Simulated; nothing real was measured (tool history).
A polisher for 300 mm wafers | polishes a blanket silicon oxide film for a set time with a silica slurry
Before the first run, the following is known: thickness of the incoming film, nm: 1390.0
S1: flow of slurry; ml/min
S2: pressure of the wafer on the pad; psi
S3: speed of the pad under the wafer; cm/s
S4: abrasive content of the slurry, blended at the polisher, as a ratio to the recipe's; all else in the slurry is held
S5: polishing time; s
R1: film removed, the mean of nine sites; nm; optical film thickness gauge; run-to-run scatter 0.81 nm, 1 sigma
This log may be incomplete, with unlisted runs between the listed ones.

run,hour,S1,S2,S3,S4,S5,R1
1,0.0,185,3.6,106,1.00,46,127.49
2,4.4,185,3.3,106,1.00,46,113.76
3,5.3,185,3.3,106,1.20,46,123.75
4,11.0,185,4.0,106,1.20,46,156.00
5,13.5,185,4.0,106,1.05,46,142.44
6,14.5,185,3.6,102,1.05,46,125.19

What does the tool deliver on the next run?
7,15.2,185,3.3,100,1.05,46,?

{"run 7": {"R1": 109.02}}
